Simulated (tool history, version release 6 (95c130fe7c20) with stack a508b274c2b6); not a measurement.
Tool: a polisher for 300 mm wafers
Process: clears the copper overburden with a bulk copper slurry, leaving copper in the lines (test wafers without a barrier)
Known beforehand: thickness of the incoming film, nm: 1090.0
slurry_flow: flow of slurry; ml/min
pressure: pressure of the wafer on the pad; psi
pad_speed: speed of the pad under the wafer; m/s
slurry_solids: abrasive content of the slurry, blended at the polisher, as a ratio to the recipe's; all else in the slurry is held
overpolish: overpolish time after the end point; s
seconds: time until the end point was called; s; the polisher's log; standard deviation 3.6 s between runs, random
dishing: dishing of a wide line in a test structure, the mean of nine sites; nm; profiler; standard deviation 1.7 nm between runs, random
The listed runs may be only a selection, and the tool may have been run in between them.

run    day  slurry_flow  pressure  pad_speed  slurry_solids  overpolish  seconds  dishing
  1  0.000          205       3.2       0.86            1.0          25  103.650  122.220
  2  0.238          205       3.2       1.00            1.0          25   93.694  126.510
  3  0.538          155       3.2       1.00            1.0          25   99.864  119.140
  4  0.571          155       3.2       1.00            1.0          35   97.703  134.920
  5  0.858          150       2.7       0.90            1.0          32  126.330  116.990
  6  0.962          175       2.7       0.90            1.0          32  122.610  115.980
  7  1.225          170       2.3       0.82            1.0          29  150.460   97.868
  8  1.362          165       2.0       0.76            1.0          29  183.870   88.314
  9  1.621          160       1.8       0.74            1.0          28  208.020   77.016

Run 10 is up next; what results do you expect?
 10  1.646          155       1.7       0.74            1.0          28        ?        ?

Run 10 produced seconds 214.490 s, dishing 73.893 nm.
